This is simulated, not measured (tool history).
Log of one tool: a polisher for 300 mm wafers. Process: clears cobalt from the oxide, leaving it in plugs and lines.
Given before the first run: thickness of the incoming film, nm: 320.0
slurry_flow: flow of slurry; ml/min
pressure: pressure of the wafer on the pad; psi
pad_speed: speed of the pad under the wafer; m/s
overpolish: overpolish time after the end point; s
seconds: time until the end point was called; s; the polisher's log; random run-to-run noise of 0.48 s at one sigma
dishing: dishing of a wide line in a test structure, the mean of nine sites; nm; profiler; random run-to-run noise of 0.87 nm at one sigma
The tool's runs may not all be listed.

Run 1, day 0.000: slurry_flow 175 ml/min, pressure 1.2 psi, pad_speed 1.18 m/s, overpolish 30 s. Result: seconds 96.014 s, dishing 37.687 nm.
Run 2, day 0.271: slurry_flow 175 ml/min, pressure 1.0 psi, pad_speed 1.18 m/s, overpolish 30 s. Result: seconds 115.950 s, dishing 36.592 nm.
Run 3, day 0.429: slurry_flow 135 ml/min, pressure 1.0 psi, pad_speed 1.18 m/s, overpolish 30 s. Result: seconds 121.590 s, dishing 35.884 nm.
Run 4, day 0.750: slurry_flow 135 ml/min, pressure 1.0 psi, pad_speed 1.04 m/s, overpolish 30 s. Result: seconds 136.100 s, dishing 33.241 nm.
Run 5, day 1.104: slurry_flow 135 ml/min, pressure 1.0 psi, pad_speed 1.26 m/s, overpolish 30 s. Result: seconds 113.670 s, dishing 36.938 nm.
Run 6, day 1.288: slurry_flow 155 ml/min, pressure 1.2 psi, pad_speed 1.26 m/s, overpolish 31 s. Result: seconds 92.807 s, dishing 38.886 nm.
Run 7, day 1.579: slurry_flow 205 ml/min, pressure 1.5 psi, pad_speed 1.28 m/s, overpolish 36 s. Result: seconds 70.533 s, dishing 42.968 nm.
Run 8, day 1.617: slurry_flow 210 ml/min, pressure 1.6 psi, pad_speed 1.28 m/s, overpolish 36 s. Result: seconds 66.145 s, dishing 44.575 nm.

For run 9, what comes out?
Run 9, day 1.933: slurry_flow 215 ml/min, pressure 1.7 psi, pad_speed 1.28 m/s, overpolish 35 s. Result: seconds ?, dishing ?.

seconds: 61.473 s
dishing: 44.486 nm
